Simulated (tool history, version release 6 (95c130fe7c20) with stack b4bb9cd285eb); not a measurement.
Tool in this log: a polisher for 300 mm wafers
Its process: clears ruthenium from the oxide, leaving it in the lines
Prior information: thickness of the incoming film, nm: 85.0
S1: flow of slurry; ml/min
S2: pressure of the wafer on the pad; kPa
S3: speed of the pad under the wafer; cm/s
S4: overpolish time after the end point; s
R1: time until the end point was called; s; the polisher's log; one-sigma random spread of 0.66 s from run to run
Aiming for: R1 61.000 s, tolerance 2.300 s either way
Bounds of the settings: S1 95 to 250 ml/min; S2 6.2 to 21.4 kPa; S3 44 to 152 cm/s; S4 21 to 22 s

| run | hour | S1 | S2 | S3 | S4 | R1 |
|---|---|---|---|---|---|---|
| 1 | 0.0 | 160 | 13.8 | 98 | 21 | 82.761 |
| 2 | 5.0 | 160 | 10.3 | 98 | 21 | 97.757 |
| 3 | 12.2 | 130 | 10.3 | 98 | 21 | 103.660 |
| 4 | 13.5 | 130 | 10.3 | 98 | 21 | 99.535 |
| 5 | 16.9 | 130 | 11.7 | 98 | 21 | 93.339 |
| 6 | 19.8 | 130 | 13.1 | 98 | 21 | 88.639 |
| 7 | 25.8 | 135 | 14.5 | 98 | 21 | 80.365 |
| 8 | 30.3 | 135 | 15.2 | 98 | 21 | 79.447 |
| 9 | 37.9 | 135 | 15.2 | 98 | 21 | 77.670 |
| 10 | 46.0 | 135 | 15.9 | 98 | 21 | 75.852 |
| 11 | 52.9 | 135 | 16.5 | 98 | 21 | 71.784 |
| 12 | 57.8 | 135 | 17.2 | 98 | 21 | 71.077 |
| 13 | 66.3 | 135 | 17.9 | 98 | 21 | 69.351 |
| 14 | 72.6 | 135 | 18.6 | 98 | 21 | 68.354 |
| 15 | 80.9 | 135 | 19.3 | 98 | 21 | 66.155 |
| 16 | 88.3 | 135 | 20.0 | 98 | 21 | 64.434 |

Exactly one of the 4 candidate moves below puts every result within its allowed miss. Which one?
| A | 95.7 | 95 | 19.3 | 116 | 21 | ? |
| B | 95.7 | 165 | 19.3 | 112 | 22 | ? |
| C | 95.7 | 120 | 21.4 | 112 | 22 | ? |
| D | 95.7 | 155 | 21.4 | 102 | 22 | ? |

| move | R1 |
|---|---|
| A | 62.367 |
| B | 56.445 |
| C | 55.809 |
| D | 57.658 |
A: in spec on every target
B: the result that was furthest off in the last run now lies on the other side of its target
C: the result that was furthest off in the last run now lies on the other side of its target
D: the result that was furthest off in the last run now lies on the other side of its target
The move that meets every target is A.
